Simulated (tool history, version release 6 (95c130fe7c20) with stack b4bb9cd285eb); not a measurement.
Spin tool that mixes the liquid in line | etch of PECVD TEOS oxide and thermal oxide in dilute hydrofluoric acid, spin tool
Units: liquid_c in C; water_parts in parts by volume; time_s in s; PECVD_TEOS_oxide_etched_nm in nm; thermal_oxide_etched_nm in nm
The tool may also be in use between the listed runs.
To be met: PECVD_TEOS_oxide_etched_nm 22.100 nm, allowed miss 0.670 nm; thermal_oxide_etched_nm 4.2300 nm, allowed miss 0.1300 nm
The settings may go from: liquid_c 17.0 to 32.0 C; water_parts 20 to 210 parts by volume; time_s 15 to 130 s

Run 1, hour 0.0: liquid_c 24.0 C, water_parts 115 parts by volume, time_s 65 s. Result: PECVD_TEOS_oxide_etched_nm 14.012 nm, thermal_oxide_etched_nm 2.6443 nm.
Run 2, hour 1.4: liquid_c 26.5 C, water_parts 110 parts by volume, time_s 65 s. Result: PECVD_TEOS_oxide_etched_nm 16.163 nm, thermal_oxide_etched_nm 3.0719 nm.
Run 3, hour 2.6: liquid_c 28.5 C, water_parts 105 parts by volume, time_s 65 s. Result: PECVD_TEOS_oxide_etched_nm 18.398 nm, thermal_oxide_etched_nm 3.4641 nm.
Run 4, hour 7.9: liquid_c 29.5 C, water_parts 105 parts by volume, time_s 65 s. Result: PECVD_TEOS_oxide_etched_nm 18.812 nm, thermal_oxide_etched_nm 3.6016 nm.
Run 5, hour 10.1: liquid_c 29.5 C, water_parts 140 parts by volume, time_s 65 s. Result: PECVD_TEOS_oxide_etched_nm 13.495 nm, thermal_oxide_etched_nm 2.5907 nm.
Run 6, hour 13.7: liquid_c 31.0 C, water_parts 140 parts by volume, time_s 65 s. Result: PECVD_TEOS_oxide_etched_nm 14.174 nm, thermal_oxide_etched_nm 2.7776 nm.
Run 7, hour 16.0: liquid_c 31.0 C, water_parts 125 parts by volume, time_s 65 s. Result: PECVD_TEOS_oxide_etched_nm 16.356 nm, thermal_oxide_etched_nm 3.1530 nm.
Run 8, hour 18.4: liquid_c 31.5 C, water_parts 115 parts by volume, time_s 65 s. Result: PECVD_TEOS_oxide_etched_nm 18.497 nm, thermal_oxide_etched_nm 3.5363 nm.
Run 9, hour 19.2: liquid_c 31.5 C, water_parts 110 parts by volume, time_s 65 s. Result: PECVD_TEOS_oxide_etched_nm 19.094 nm, thermal_oxide_etched_nm 3.6984 nm.
Run 10, hour 26.7: liquid_c 31.5 C, water_parts 105 parts by volume, time_s 65 s. Result: PECVD_TEOS_oxide_etched_nm 20.361 nm, thermal_oxide_etched_nm 3.9072 nm.

4 next moves are on the table. One of them brings every result within its allowed miss. Which?
Run A, hour 34.2: liquid_c 27.0 C, water_parts 50 parts by volume, time_s 40 s. Result: PECVD_TEOS_oxide_etched_nm ?, thermal_oxide_etched_nm ?.
Run B, hour 34.2: liquid_c 31.0 C, water_parts 115 parts by volume, time_s 80 s. Result: PECVD_TEOS_oxide_etched_nm ?, thermal_oxide_etched_nm ?.
Run C, hour 34.2: liquid_c 28.0 C, water_parts 75 parts by volume, time_s 60 s. Result: PECVD_TEOS_oxide_etched_nm ?, thermal_oxide_etched_nm ?.
Run D, hour 34.2: liquid_c 26.5 C, water_parts 60 parts by volume, time_s 50 s. Result: PECVD_TEOS_oxide_etched_nm ?, thermal_oxide_etched_nm ?.

move  PECVD_TEOS_oxide_etched_nm  thermal_oxide_etched_nm
   A                      23.643                   4.6146
   B                      21.859                   4.2663
   C                      23.742                   4.6338
   D                      23.802                   4.6456
A: takes the result that was furthest off past its target
B: meets every target
C: takes the result that was furthest off past its target
D: takes the result that was furthest off past its target
The right move is B.
